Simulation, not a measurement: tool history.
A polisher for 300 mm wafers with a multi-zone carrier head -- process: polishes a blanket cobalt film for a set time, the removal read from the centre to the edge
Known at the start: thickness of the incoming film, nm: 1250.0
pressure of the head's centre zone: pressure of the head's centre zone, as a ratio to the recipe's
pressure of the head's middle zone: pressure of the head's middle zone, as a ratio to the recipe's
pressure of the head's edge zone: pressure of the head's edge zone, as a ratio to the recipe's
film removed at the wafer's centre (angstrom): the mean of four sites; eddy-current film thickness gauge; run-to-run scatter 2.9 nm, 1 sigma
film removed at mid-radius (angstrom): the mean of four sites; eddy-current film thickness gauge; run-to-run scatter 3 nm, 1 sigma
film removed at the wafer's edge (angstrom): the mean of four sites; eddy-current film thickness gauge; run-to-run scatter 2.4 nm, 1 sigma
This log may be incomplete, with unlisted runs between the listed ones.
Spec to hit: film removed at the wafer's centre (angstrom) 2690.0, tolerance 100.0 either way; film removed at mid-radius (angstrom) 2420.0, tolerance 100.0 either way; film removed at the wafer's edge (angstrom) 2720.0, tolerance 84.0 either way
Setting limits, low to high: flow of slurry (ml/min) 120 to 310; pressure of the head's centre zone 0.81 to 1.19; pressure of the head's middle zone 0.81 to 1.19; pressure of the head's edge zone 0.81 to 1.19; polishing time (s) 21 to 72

run    day  flow of slurry (ml/min)  pressure of the head's centre zone  pressure of the head's middle zone  pressure of the head's edge zone  polishing time (s)  film removed at the wafer's centre (angstrom)  film removed at mid-radius (angstrom)  film removed at the wafer's edge (angstrom)
  1  0.000                      200                                1.00                                1.00                              1.00                  46                                         2954.6                                 3072.3                                       2999.0
  2  0.275                      200                                1.07                                1.00                              1.00                  46                                         3163.0                                 3038.7                                       2999.1
  3  0.542                      195                                1.06                                0.98                              1.00                  46                                         3117.9                                 2991.4                                       3048.6
  4  0.579                      190                                1.06                                0.96                              0.99                  45                                         3060.4                                 2827.1                                       2905.1
  5  0.942                      185                                1.05                                0.95                              0.99                  45                                         2955.5                                 2865.3                                       2940.0
  6  1.167                      185                                1.05                                0.93                              0.99                  44                                         2970.7                                 2699.7                                       2883.3
  7  1.342                      180                                1.04                                0.92                              0.99                  44                                         2905.1                                 2664.9                                       2854.9
  8  1.700                      175                                1.04                                0.91                              0.99                  44                                         2962.1                                 2629.7                                       2908.5

Consider the 4 candidate settings below. Which is the only one whose results all fall within their allowed miss of target?
  A  2.058                      150                                0.87                                0.92                              1.14                  45                                              ?                                      ?                                            ?
  B  2.058                      140                                0.97                                0.86                              0.96                  43                                              ?                                      ?                                            ?
  C  2.058                      165                                0.94                                0.88                              0.98                  39                                              ?                                      ?                                            ?
  D  2.058                      135                                0.93                                0.84                              1.09                  41                                              ?                                      ?                                            ?

move  film removed at the wafer's centre (angstrom)  film removed at mid-radius (angstrom)  film removed at the wafer's edge (angstrom)
   A                                         2656.1                                 2707.4                                       3060.5
   B                                         2677.0                                 2431.4                                       2676.6
   C                                         2424.9                                 2280.8                                       2477.2
   D                                         2483.0                                 2266.4                                       2709.8
A: corrects the largest miss of the last run, while another result sits out of spec
B: all results land within tolerance of their targets
C: takes the biggest miss from the last run beyond its target
D: takes the biggest miss from the last run beyond its target
B meets every target.
